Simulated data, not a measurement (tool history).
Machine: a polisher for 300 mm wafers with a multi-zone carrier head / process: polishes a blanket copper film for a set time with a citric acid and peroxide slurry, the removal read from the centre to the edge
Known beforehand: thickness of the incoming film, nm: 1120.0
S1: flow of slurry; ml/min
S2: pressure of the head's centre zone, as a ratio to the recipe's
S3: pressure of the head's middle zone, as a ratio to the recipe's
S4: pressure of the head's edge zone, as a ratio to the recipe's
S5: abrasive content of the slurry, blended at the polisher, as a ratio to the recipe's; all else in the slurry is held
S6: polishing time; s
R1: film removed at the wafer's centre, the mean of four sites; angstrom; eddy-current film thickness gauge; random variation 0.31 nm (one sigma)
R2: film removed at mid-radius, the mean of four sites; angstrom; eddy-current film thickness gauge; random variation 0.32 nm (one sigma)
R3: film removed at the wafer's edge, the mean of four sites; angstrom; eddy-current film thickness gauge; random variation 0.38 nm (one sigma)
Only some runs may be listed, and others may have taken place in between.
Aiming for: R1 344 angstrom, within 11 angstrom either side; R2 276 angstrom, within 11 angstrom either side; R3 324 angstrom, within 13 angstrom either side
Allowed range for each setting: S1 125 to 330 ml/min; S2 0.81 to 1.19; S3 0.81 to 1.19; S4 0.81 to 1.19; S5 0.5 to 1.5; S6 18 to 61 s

| run | hour | S1 | S2 | S3 | S4 | S5 | S6 | R1 | R2 | R3 |
|---|---|---|---|---|---|---|---|---|---|---|
| 1 | 0 | 210 | 1 | 1 | 1 | 1 | 39 | 543.55 | 546.38 | 540.03 |
| 2 | 2.5 | 205 | 1.01 | 0.98 | 1 | 0.95 | 37 | 520.62 | 504.79 | 498.09 |
| 3 | 8.3 | 200 | 1.01 | 0.96 | 1.02 | 0.9 | 35 | 483.94 | 455.53 | 473.26 |
| 4 | 14.3 | 195 | 1.01 | 0.94 | 1.01 | 0.85 | 34 | 461.48 | 430.89 | 460.11 |
| 5 | 16 | 195 | 1.02 | 0.93 | 1 | 0.8 | 33 | 450.24 | 405.2 | 446.27 |
| 6 | 22.1 | 195 | 1.03 | 0.93 | 0.99 | 0.75 | 32 | 431.13 | 389.65 | 418.09 |
| 7 | 22.7 | 195 | 1.03 | 0.92 | 0.98 | 0.7 | 31 | 409.81 | 382.5 | 398.54 |
| 8 | 31.2 | 190 | 1.04 | 0.91 | 0.98 | 0.65 | 30 | 397.5 | 349.91 | 389.59 |
| 9 | 40 | 190 | 1.04 | 0.91 | 0.98 | 0.65 | 30 | 400.6 | 352.4 | 387.84 |
| 10 | 46.5 | 190 | 1.04 | 0.91 | 0.98 | 0.65 | 30 | 398.24 | 360.92 | 389.25 |
| 11 | 54 | 185 | 1.05 | 0.9 | 0.97 | 0.65 | 29 | 387.64 | 329.74 | 361.31 |
| 12 | 56.8 | 180 | 1.05 | 0.89 | 0.97 | 0.65 | 29 | 389.4 | 331.65 | 367.45 |
| 13 | 62.6 | 175 | 1.05 | 0.88 | 0.96 | 0.65 | 29 | 388.12 | 332.21 | 357.58 |
| 14 | 68.3 | 170 | 1.05 | 0.87 | 0.96 | 0.65 | 29 | 384.24 | 328.21 | 361.05 |
| 15 | 73.5 | 170 | 1.05 | 0.86 | 0.96 | 0.65 | 29 | 386.34 | 317.8 | 363.45 |
| 16 | 74 | 165 | 1.05 | 0.85 | 0.95 | 0.65 | 29 | 381.4 | 312.35 | 361.8 |
| 17 | 77.1 | 160 | 1.05 | 0.85 | 0.94 | 0.65 | 29 | 382.89 | 312.44 | 361.29 |
| 18 | 84.1 | 160 | 1.05 | 0.85 | 0.93 | 0.65 | 29 | 383.78 | 313.24 | 357.57 |
| 19 | 89.3 | 150 | 1.05 | 0.83 | 0.91 | 0.55 | 28 | 353.87 | 285.35 | 330.98 |

5 candidate next runs follow, results not yet known. Just one meets every target within its allowed miss. Identify it.
| A | 94.5 | 140 | 1.01 | 0.84 | 0.89 | 0.5 | 29 | ? | ? | ? |
| B | 94.5 | 125 | 1.09 | 0.85 | 0.99 | 0.5 | 27 | ? | ? | ? |
| C | 94.5 | 140 | 1.11 | 0.92 | 0.96 | 0.55 | 27 | ? | ? | ? |
| D | 94.5 | 180 | 1.06 | 0.89 | 0.89 | 0.55 | 27 | ? | ? | ? |
| E | 94.5 | 175 | 1.02 | 0.91 | 0.88 | 0.6 | 27 | ? | ? | ? |

| move | R1 | R2 | R3 |
|---|---|---|---|
| A | 342.23 | 289.19 | 336.49 |
| B | 339.43 | 268.47 | 326.39 |
| C | 355.89 | 294.45 | 329.03 |
| D | 349.69 | 294.04 | 323.85 |
| E | 340.13 | 302.97 | 325.98 |
A: corrects the largest miss of the last run, while another result sits out of spec
B: each result inside its tolerance
C: moves away from the targets compared with the last run
D: corrects the largest miss of the last run, while another result sits out of spec
E: corrects the largest miss of the last run, while another result sits out of spec
The move that meets every target is B.

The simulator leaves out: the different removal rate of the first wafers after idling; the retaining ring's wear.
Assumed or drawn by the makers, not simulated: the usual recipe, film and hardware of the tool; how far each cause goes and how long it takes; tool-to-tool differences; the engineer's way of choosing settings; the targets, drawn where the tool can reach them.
